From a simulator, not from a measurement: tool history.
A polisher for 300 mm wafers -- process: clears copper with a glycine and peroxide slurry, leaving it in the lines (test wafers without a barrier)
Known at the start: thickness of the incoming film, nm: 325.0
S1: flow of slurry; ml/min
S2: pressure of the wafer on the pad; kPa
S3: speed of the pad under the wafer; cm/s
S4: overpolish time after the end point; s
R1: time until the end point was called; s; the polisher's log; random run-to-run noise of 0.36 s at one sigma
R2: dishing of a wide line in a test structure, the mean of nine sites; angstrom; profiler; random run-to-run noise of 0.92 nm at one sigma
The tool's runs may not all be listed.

run 1 hour=0 | S1=240 S2=15.2 S3=104 S4=25 | R1=67.11 R2=630.02
run 2 hour=7.6 | S1=240 S2=15.2 S3=122 S4=25 | R1=59.784 R2=664.9
run 3 hour=9 | S1=240 S2=18.6 S3=122 S4=25 | R1=50.384 R2=729.04
run 4 hour=12.8 | S1=195 S2=18.6 S3=122 S4=25 | R1=52.086 R2=713.35
run 5 hour=15 | S1=205 S2=19.3 S3=122 S4=26 | R1=49.519 R2=751.11
run 6 hour=20.6 | S1=210 S2=20 S3=122 S4=26 | R1=46.906 R2=771.26
run 7 hour=23.7 | S1=220 S2=20.7 S3=122 S4=27 | R1=45.929 R2=785.38
run 8 hour=29.8 | S1=220 S2=21.4 S3=122 S4=28 | R1=45.281 R2=803.91
run 9 hour=38.5 | S1=220 S2=22.1 S3=122 S4=29 | R1=43.496 R2=825.62
run 10 hour=41.9 | S1=220 S2=22.1 S3=122 S4=30 | R1=43.744 R2=842.48

What does the tool deliver on the next run?
run 11 hour=45.5 | S1=225 S2=23.4 S3=122 S4=31 | R1=? R2=?

R1: 40.959 s
R2: 835.25 angstrom
